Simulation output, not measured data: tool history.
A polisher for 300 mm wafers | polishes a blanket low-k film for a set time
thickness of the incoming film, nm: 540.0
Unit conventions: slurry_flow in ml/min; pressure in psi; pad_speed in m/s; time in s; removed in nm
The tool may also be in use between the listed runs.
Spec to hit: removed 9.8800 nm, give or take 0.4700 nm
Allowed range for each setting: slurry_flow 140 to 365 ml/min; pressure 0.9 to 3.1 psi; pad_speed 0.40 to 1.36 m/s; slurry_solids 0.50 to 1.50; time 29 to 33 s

{"run": 1, "hour": 0.0, "slurry_flow": 235, "pressure": 2.0, "pad_speed": 0.88, "slurry_solids": 1.0, "time": 33, "removed": 13.938}
{"run": 2, "hour": 6.8, "slurry_flow": 235, "pressure": 1.9, "pad_speed": 0.88, "slurry_solids": 1.0, "time": 33, "removed": 13.46}
{"run": 3, "hour": 9.9, "slurry_flow": 235, "pressure": 1.9, "pad_speed": 0.88, "slurry_solids": 1.0, "time": 33, "removed": 13.427}
{"run": 4, "hour": 14.7, "slurry_flow": 235, "pressure": 1.9, "pad_speed": 0.88, "slurry_solids": 0.85, "time": 33, "removed": 12.443}
{"run": 5, "hour": 16.1, "slurry_flow": 265, "pressure": 1.9, "pad_speed": 0.88, "slurry_solids": 0.85, "time": 33, "removed": 12.8}
{"run": 6, "hour": 20.0, "slurry_flow": 265, "pressure": 1.8, "pad_speed": 0.88, "slurry_solids": 0.85, "time": 33, "removed": 12.3}
{"run": 7, "hour": 26.8, "slurry_flow": 265, "pressure": 1.8, "pad_speed": 0.88, "slurry_solids": 0.85, "time": 33, "removed": 12.297}
{"run": 8, "hour": 33.2, "slurry_flow": 260, "pressure": 1.7, "pad_speed": 0.88, "slurry_solids": 0.85, "time": 33, "removed": 11.331}
{"run": 9, "hour": 34.4, "slurry_flow": 255, "pressure": 1.7, "pad_speed": 0.88, "slurry_solids": 0.85, "time": 33, "removed": 11.834}
{"run": 10, "hour": 37.5, "slurry_flow": 255, "pressure": 1.6, "pad_speed": 0.88, "slurry_solids": 0.85, "time": 33, "removed": 11.034}

Of the 4 settings listed for the next run, only one would bring every result within its allowed miss of target. Which one?
{"run": "A", "hour": 40.6, "slurry_flow": 250, "pressure": 1.7, "pad_speed": 0.82, "slurry_solids": 0.85, "time": 32, "removed": "?"}
{"run": "B", "hour": 40.6, "slurry_flow": 245, "pressure": 2.0, "pad_speed": 0.68, "slurry_solids": 1.2, "time": 29, "removed": "?"}
{"run": "C", "hour": 40.6, "slurry_flow": 290, "pressure": 2.3, "pad_speed": 0.5, "slurry_solids": 0.75, "time": 32, "removed": "?"}
{"run": "D", "hour": 40.6, "slurry_flow": 175, "pressure": 1.5, "pad_speed": 0.82, "slurry_solids": 1.05, "time": 32, "removed": "?"}

move=A removed=10.6880
move=B removed=11.5990
move=C removed=10.7910
move=D removed=9.8392
A: closes in on the targets versus the last run, not all within tolerance yet
B: further off than the last run
C: closes in on the targets versus the last run, not all within tolerance yet
D: hits every target within its allowed miss
Correct choice: D, which meets every target

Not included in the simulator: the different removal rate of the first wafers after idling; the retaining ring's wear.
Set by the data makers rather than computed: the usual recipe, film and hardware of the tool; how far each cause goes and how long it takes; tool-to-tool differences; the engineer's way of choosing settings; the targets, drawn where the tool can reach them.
